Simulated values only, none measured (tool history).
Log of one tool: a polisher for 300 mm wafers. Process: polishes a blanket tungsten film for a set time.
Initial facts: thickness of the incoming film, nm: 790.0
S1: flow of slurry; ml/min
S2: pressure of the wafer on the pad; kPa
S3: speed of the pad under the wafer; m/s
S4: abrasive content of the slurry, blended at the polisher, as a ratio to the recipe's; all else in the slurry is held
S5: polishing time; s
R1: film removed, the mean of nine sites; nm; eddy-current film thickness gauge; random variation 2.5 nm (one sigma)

Run 1, hour 0: S1 275 ml/min, S2 23.4 kPa, S3 1.16 m/s, S4 1, S5 30 s. Result: R1 145.55 nm.
Run 2, hour 8.8: S1 275 ml/min, S2 23.4 kPa, S3 1.4 m/s, S4 1, S5 30 s. Result: R1 175.46 nm.
Run 3, hour 16.7: S1 275 ml/min, S2 21.4 kPa, S3 1.4 m/s, S4 1, S5 30 s. Result: R1 160.93 nm.
Run 4, hour 21.5: S1 275 ml/min, S2 21.4 kPa, S3 1.14 m/s, S4 1, S5 30 s. Result: R1 131.43 nm.
Run 5, hour 23.3: S1 275 ml/min, S2 24.1 kPa, S3 1.16 m/s, S4 1, S5 30 s. Result: R1 147.38 nm.
Run 6, hour 24.8: S1 275 ml/min, S2 18.6 kPa, S3 1.16 m/s, S4 1, S5 30 s. Result: R1 120.35 nm.
Run 7, hour 32.4: S1 275 ml/min, S2 22.8 kPa, S3 1.18 m/s, S4 1, S5 30 s. Result: R1 142.43 nm.

Estimate the outcome of run 8 from the log above:
Run 8, hour 40.4: S1 275 ml/min, S2 25.5 kPa, S3 1.2 m/s, S4 1, S5 30 s. Result: R1 ?.

R1: 162.03 nm

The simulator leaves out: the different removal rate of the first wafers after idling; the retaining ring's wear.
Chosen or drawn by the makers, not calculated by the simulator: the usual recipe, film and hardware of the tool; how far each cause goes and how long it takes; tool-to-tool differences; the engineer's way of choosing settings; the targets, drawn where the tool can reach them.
